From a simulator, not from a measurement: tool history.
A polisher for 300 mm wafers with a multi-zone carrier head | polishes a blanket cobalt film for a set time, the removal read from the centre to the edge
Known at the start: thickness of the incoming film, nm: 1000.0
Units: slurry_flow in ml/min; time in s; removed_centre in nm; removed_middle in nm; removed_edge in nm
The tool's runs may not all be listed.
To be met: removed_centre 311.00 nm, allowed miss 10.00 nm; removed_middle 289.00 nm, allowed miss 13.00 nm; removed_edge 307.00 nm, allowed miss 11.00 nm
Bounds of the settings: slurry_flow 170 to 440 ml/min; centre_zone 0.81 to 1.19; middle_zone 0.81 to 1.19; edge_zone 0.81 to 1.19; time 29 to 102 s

Run 1, hour 0.0: slurry_flow 280 ml/min, centre_zone 1.00, middle_zone 1.00, edge_zone 1.00, time 65 s. Result: removed_centre 258.00 nm, removed_middle 264.63 nm, removed_edge 264.67 nm.
Run 2, hour 3.4: slurry_flow 325 ml/min, centre_zone 1.00, middle_zone 1.00, edge_zone 1.00, time 65 s. Result: removed_centre 264.18 nm, removed_middle 264.39 nm, removed_edge 267.60 nm.
Run 3, hour 5.0: slurry_flow 330 ml/min, centre_zone 1.01, middle_zone 1.00, edge_zone 1.02, time 66 s. Result: removed_centre 272.57 nm, removed_middle 273.36 nm, removed_edge 269.82 nm.
Run 4, hour 7.1: slurry_flow 330 ml/min, centre_zone 1.01, middle_zone 1.00, edge_zone 1.02, time 78 s. Result: removed_centre 315.14 nm, removed_middle 308.95 nm, removed_edge 322.99 nm.
Run 5, hour 9.7: slurry_flow 330 ml/min, centre_zone 1.01, middle_zone 1.00, edge_zone 0.95, time 78 s. Result: removed_centre 314.37 nm, removed_middle 320.02 nm, removed_edge 311.96 nm.
Run 6, hour 17.7: slurry_flow 385 ml/min, centre_zone 1.01, middle_zone 1.00, edge_zone 0.95, time 78 s. Result: removed_centre 322.08 nm, removed_middle 329.11 nm, removed_edge 313.16 nm.
Run 7, hour 18.4: slurry_flow 380 ml/min, centre_zone 1.01, middle_zone 0.98, edge_zone 0.95, time 78 s. Result: removed_centre 322.18 nm, removed_middle 317.31 nm, removed_edge 322.36 nm.
Run 8, hour 23.3: slurry_flow 355 ml/min, centre_zone 1.02, middle_zone 0.93, edge_zone 0.88, time 75 s. Result: removed_centre 309.71 nm, removed_middle 291.47 nm, removed_edge 290.70 nm.

Which of these 5 next moves meets every target?
Run A, hour 28.2: slurry_flow 300 ml/min, centre_zone 1.11, middle_zone 1.03, edge_zone 0.86, time 69 s. Result: removed_centre ?, removed_middle ?, removed_edge ?.
Run B, hour 28.2: slurry_flow 350 ml/min, centre_zone 1.05, middle_zone 1.01, edge_zone 0.84, time 70 s. Result: removed_centre ?, removed_middle ?, removed_edge ?.
Run C, hour 28.2: slurry_flow 285 ml/min, centre_zone 1.00, middle_zone 0.91, edge_zone 0.93, time 77 s. Result: removed_centre ?, removed_middle ?, removed_edge ?.
Run D, hour 28.2: slurry_flow 300 ml/min, centre_zone 1.01, middle_zone 0.98, edge_zone 0.88, time 74 s. Result: removed_centre ?, removed_middle ?, removed_edge ?.
Run E, hour 28.2: slurry_flow 400 ml/min, centre_zone 1.03, middle_zone 0.98, edge_zone 0.87, time 73 s. Result: removed_centre ?, removed_middle ?, removed_edge ?.

move  removed_centre  removed_middle  removed_edge
   A          309.57          285.19        264.80
   B          300.21          288.26        268.42
   C          309.59          290.82        303.98
   D          301.80          295.36        286.59
   E          309.79          296.68        285.46
A: further off than the last run
B: further off than the last run
C: meets every target
D: further off than the last run
E: further off than the last run
Answer: C

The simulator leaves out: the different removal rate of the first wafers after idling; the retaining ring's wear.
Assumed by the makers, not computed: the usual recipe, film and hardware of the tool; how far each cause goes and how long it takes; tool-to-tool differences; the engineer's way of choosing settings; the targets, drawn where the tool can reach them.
